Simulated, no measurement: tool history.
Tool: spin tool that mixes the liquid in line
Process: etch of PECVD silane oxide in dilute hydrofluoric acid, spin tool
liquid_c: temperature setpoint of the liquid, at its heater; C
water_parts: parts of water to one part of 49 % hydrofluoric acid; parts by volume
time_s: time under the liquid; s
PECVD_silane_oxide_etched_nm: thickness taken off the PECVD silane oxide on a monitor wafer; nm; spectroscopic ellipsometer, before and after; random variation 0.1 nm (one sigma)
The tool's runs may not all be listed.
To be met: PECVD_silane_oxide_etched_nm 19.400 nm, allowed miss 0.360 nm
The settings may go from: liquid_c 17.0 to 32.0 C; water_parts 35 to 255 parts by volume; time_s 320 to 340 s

{"run": 1, "hour": 0.0, "liquid_c": 24.0, "water_parts": 145, "time_s": 320, "PECVD_silane_oxide_etched_nm": 33.079}
{"run": 2, "hour": 4.8, "liquid_c": 22.5, "water_parts": 150, "time_s": 320, "PECVD_silane_oxide_etched_nm": 30.023}
{"run": 3, "hour": 7.6, "liquid_c": 22.5, "water_parts": 105, "time_s": 320, "PECVD_silane_oxide_etched_nm": 45.225}
{"run": 4, "hour": 8.4, "liquid_c": 21.5, "water_parts": 120, "time_s": 320, "PECVD_silane_oxide_etched_nm": 37.38}
{"run": 5, "hour": 9.5, "liquid_c": 19.0, "water_parts": 120, "time_s": 320, "PECVD_silane_oxide_etched_nm": 33.434}
{"run": 6, "hour": 15.2, "liquid_c": 18.5, "water_parts": 130, "time_s": 320, "PECVD_silane_oxide_etched_nm": 29.883}
{"run": 7, "hour": 23.3, "liquid_c": 18.0, "water_parts": 140, "time_s": 320, "PECVD_silane_oxide_etched_nm": 27.025}
{"run": 8, "hour": 29.1, "liquid_c": 18.0, "water_parts": 145, "time_s": 320, "PECVD_silane_oxide_etched_nm": 26.021}
{"run": 9, "hour": 37.2, "liquid_c": 18.0, "water_parts": 150, "time_s": 320, "PECVD_silane_oxide_etched_nm": 25.087}
{"run": 10, "hour": 44.8, "liquid_c": 18.0, "water_parts": 155, "time_s": 320, "PECVD_silane_oxide_etched_nm": 24.135}
{"run": 11, "hour": 46.2, "liquid_c": 18.0, "water_parts": 160, "time_s": 320, "PECVD_silane_oxide_etched_nm": 23.118}
{"run": 12, "hour": 48.5, "liquid_c": 18.0, "water_parts": 165, "time_s": 320, "PECVD_silane_oxide_etched_nm": 22.238}

4 next moves are on the table. One of them brings every result within its allowed miss. Which?
{"run": "A", "hour": 50.8, "liquid_c": 17.0, "water_parts": 190, "time_s": 340, "PECVD_silane_oxide_etched_nm": "?"}
{"run": "B", "hour": 50.8, "liquid_c": 20.0, "water_parts": 195, "time_s": 330, "PECVD_silane_oxide_etched_nm": "?"}
{"run": "C", "hour": 50.8, "liquid_c": 19.0, "water_parts": 190, "time_s": 325, "PECVD_silane_oxide_etched_nm": "?"}
{"run": "D", "hour": 50.8, "liquid_c": 20.0, "water_parts": 160, "time_s": 325, "PECVD_silane_oxide_etched_nm": "?"}

move=A PECVD_silane_oxide_etched_nm=19.326
move=B PECVD_silane_oxide_etched_nm=20.473
move=C PECVD_silane_oxide_etched_nm=19.999
move=D PECVD_silane_oxide_etched_nm=25.455
A: meets every target
B: nearer than the last run, and not there yet
C: nearer than the last run, and not there yet
D: further off than the last run
Move A is the one to make.
